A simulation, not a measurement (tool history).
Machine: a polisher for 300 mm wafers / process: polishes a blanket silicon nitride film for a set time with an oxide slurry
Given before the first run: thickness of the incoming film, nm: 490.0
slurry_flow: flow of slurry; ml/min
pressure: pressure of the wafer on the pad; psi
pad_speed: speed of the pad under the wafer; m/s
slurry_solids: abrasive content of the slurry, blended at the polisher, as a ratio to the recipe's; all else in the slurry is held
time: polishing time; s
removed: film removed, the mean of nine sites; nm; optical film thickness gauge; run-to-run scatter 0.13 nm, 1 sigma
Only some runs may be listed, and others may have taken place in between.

Run 1, hour 0.0: slurry_flow 285 ml/min, pressure 3.4 psi, pad_speed 1.12 m/s, slurry_solids 1.0, time 41 s. Result: removed 28.084 nm.
Run 2, hour 7.1: slurry_flow 285 ml/min, pressure 3.4 psi, pad_speed 0.90 m/s, slurry_solids 1.0, time 41 s. Result: removed 24.422 nm.
Run 3, hour 9.3: slurry_flow 285 ml/min, pressure 4.2 psi, pad_speed 0.90 m/s, slurry_solids 1.0, time 41 s. Result: removed 30.154 nm.
Run 4, hour 11.2: slurry_flow 285 ml/min, pressure 3.9 psi, pad_speed 0.90 m/s, slurry_solids 1.0, time 41 s. Result: removed 27.766 nm.
Run 5, hour 12.6: slurry_flow 285 ml/min, pressure 3.9 psi, pad_speed 0.90 m/s, slurry_solids 1.0, time 37 s. Result: removed 25.195 nm.
Run 6, hour 21.4: slurry_flow 285 ml/min, pressure 3.7 psi, pad_speed 0.90 m/s, slurry_solids 1.0, time 37 s. Result: removed 23.878 nm.
Run 7, hour 24.8: slurry_flow 285 ml/min, pressure 3.6 psi, pad_speed 0.90 m/s, slurry_solids 1.0, time 37 s. Result: removed 23.359 nm.
Run 8, hour 29.7: slurry_flow 285 ml/min, pressure 3.5 psi, pad_speed 0.90 m/s, slurry_solids 1.0, time 37 s. Result: removed 22.788 nm.
Run 9, hour 36.2: slurry_flow 285 ml/min, pressure 3.4 psi, pad_speed 0.90 m/s, slurry_solids 1.0, time 37 s. Result: removed 21.872 nm.
Run 10, hour 38.5: slurry_flow 285 ml/min, pressure 3.3 psi, pad_speed 0.90 m/s, slurry_solids 1.0, time 37 s. Result: removed 21.541 nm.

Estimate the outcome of run 11 from the log above:
Run 11, hour 46.7: slurry_flow 285 ml/min, pressure 3.2 psi, pad_speed 0.90 m/s, slurry_solids 1.0, time 37 s. Result: removed ?.

{"run 11": {"removed": 20.953}}

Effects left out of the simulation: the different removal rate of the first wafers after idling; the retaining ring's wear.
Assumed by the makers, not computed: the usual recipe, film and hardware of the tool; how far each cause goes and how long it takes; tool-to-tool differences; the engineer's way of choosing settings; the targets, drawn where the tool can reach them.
